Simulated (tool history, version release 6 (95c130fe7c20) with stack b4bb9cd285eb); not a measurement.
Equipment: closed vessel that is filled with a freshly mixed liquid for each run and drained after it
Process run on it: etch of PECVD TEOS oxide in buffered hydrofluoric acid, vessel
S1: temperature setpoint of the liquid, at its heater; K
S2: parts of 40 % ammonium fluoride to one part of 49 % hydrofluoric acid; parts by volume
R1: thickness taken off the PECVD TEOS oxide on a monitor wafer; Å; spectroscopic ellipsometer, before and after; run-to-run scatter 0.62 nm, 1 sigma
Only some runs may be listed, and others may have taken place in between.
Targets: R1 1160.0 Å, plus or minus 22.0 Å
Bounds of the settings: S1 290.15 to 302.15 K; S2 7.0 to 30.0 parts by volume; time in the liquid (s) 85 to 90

Run 1, hour 0.0: S1 294.15 K, S2 19.0 parts by volume, time in the liquid (s) 85. Result: R1 1268.0 Å.
Run 2, hour 2.7: S1 295.65 K, S2 19.0 parts by volume, time in the liquid (s) 85. Result: R1 1386.1 Å.
Run 3, hour 9.6: S1 299.15 K, S2 19.0 parts by volume, time in the liquid (s) 85. Result: R1 1675.0 Å.
Run 4, hour 15.1: S1 298.15 K, S2 19.0 parts by volume, time in the liquid (s) 85. Result: R1 1600.5 Å.
Run 5, hour 16.1: S1 295.15 K, S2 19.0 parts by volume, time in the liquid (s) 85. Result: R1 1343.1 Å.
Run 6, hour 19.0: S1 294.65 K, S2 19.0 parts by volume, time in the liquid (s) 85. Result: R1 1318.7 Å.
Run 7, hour 24.9: S1 294.15 K, S2 19.0 parts by volume, time in the liquid (s) 85. Result: R1 1266.5 Å.
Run 8, hour 25.8: S1 293.15 K, S2 19.0 parts by volume, time in the liquid (s) 85. Result: R1 1214.2 Å.

4 next moves are on the table. One of them brings every result within its allowed miss. Which?
Run A, hour 26.7: S1 292.65 K, S2 19.5 parts by volume, time in the liquid (s) 90. Result: R1 ?.
Run B, hour 26.7: S1 292.15 K, S2 18.0 parts by volume, time in the liquid (s) 90. Result: R1 ?.
Run C, hour 26.7: S1 293.15 K, S2 18.0 parts by volume, time in the liquid (s) 85. Result: R1 ?.
Run D, hour 26.7: S1 291.65 K, S2 18.0 parts by volume, time in the liquid (s) 85. Result: R1 ?.

move      R1
   A  1206.5
   B  1269.5
   C  1268.4
   D  1165.5
A: nearer the targets than the last run, but a result is still out of spec
B: the biggest miss grows against the last run
C: the biggest miss grows against the last run
D: every result within its allowed miss
Correct choice: D, which meets every target
